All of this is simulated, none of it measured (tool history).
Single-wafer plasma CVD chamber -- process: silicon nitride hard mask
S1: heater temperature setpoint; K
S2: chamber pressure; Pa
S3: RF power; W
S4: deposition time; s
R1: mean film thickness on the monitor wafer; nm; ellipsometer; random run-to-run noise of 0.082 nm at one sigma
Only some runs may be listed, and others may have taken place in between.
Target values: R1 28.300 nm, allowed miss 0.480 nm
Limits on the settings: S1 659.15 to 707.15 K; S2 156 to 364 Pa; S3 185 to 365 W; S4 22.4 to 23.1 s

run 1 hour=0.0 | S1=683.15 S2=260 S3=275 S4=22.4 | R1=26.070
run 2 hour=7.8 | S1=683.15 S2=233 S3=275 S4=22.4 | R1=24.975
run 3 hour=8.9 | S1=683.15 S2=233 S3=305 S4=22.4 | R1=26.425
run 4 hour=16.5 | S1=679.15 S2=233 S3=305 S4=22.4 | R1=26.534
run 5 hour=23.9 | S1=679.15 S2=233 S3=285 S4=22.4 | R1=25.511
run 6 hour=26.1 | S1=679.15 S2=233 S3=285 S4=22.4 | R1=25.572
run 7 hour=34.9 | S1=679.15 S2=241 S3=285 S4=22.4 | R1=25.819
run 8 hour=40.1 | S1=679.15 S2=249 S3=285 S4=22.4 | R1=26.289
run 9 hour=48.8 | S1=679.15 S2=249 S3=285 S4=22.4 | R1=26.271
run 10 hour=53.2 | S1=679.15 S2=255 S3=285 S4=22.4 | R1=26.231
run 11 hour=61.8 | S1=679.15 S2=261 S3=285 S4=22.4 | R1=26.627
run 12 hour=64.3 | S1=679.15 S2=267 S3=285 S4=22.4 | R1=27.086
run 13 hour=67.3 | S1=679.15 S2=269 S3=285 S4=22.4 | R1=27.051
run 14 hour=72.5 | S1=679.15 S2=273 S3=285 S4=22.4 | R1=27.166
run 15 hour=78.5 | S1=679.15 S2=276 S3=285 S4=22.4 | R1=27.193
run 16 hour=82.3 | S1=679.15 S2=279 S3=285 S4=22.4 | R1=27.359
-- hour=83.6 thermocouple changed; heater temperature recalibrated
run 17 hour=83.6 | S1=679.15 S2=281 S3=285 S4=22.4 | R1=27.489
run 18 hour=86.4 | S1=679.15 S2=284 S3=285 S4=22.4 | R1=27.480
run 19 hour=87.6 | S1=679.15 S2=287 S3=285 S4=22.4 | R1=27.465

Consider the 4 candidate settings below. Which is the only one whose results all fall within their allowed miss of target?
run A hour=88.8 | S1=688.15 S2=312 S3=305 S4=22.5 | R1=?
run B hour=88.8 | S1=676.15 S2=229 S3=335 S4=22.9 | R1=?
run C hour=88.8 | S1=682.15 S2=284 S3=275 S4=22.8 | R1=?
run D hour=88.8 | S1=675.15 S2=268 S3=280 S4=22.4 | R1=?

move=A R1=29.589
move=B R1=28.469
move=C R1=27.469
move=D R1=26.795
A: carries the result that was furthest off beyond its target, to the other side
B: all results in spec
C: no better and no worse than the last run
D: moves away from the targets compared with the last run
Correct choice: B, which meets every target
